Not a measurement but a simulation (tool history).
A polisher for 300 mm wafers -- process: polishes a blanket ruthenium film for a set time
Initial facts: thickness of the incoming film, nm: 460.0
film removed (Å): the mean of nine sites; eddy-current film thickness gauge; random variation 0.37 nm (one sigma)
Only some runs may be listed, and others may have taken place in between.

run  hour  flow of slurry (ml/min)  pressure of the wafer on the pad (psi)  speed of the pad under the wafer (m/s)  polishing time (s)  film removed (Å)
  1     0                      215                                     2.6                                    0.92                  40            472.85
  2   7.7                      215                                     2.6                                    0.92                  40            467.21
  3  13.8                      215                                     2.6                                    0.92                  40            473.97
  4  18.5                      215                                     2.5                                    0.92                  40            456.59
     21.6  -- head pressure recalibrated
  5  21.6                      215                                     2.5                                    0.92                  40            427.28
  6  29.4                      210                                     2.4                                    0.92                  40            418.52
  7  33.1                      205                                     2.4                                    0.92                  40            414.04
  8  37.9                      200                                     2.4                                    0.92                  40            415.85
  9  40.3                      195                                     2.4                                    0.92                  40            406.08
 10  44.5                      195                                     2.4                                    0.92                  40            415.24

Run 11 comes next. What will it give?
 11  45.6                      190                                     2.4                                    0.92                  40                 ?

Run 11 gave film removed (Å) 414.87.
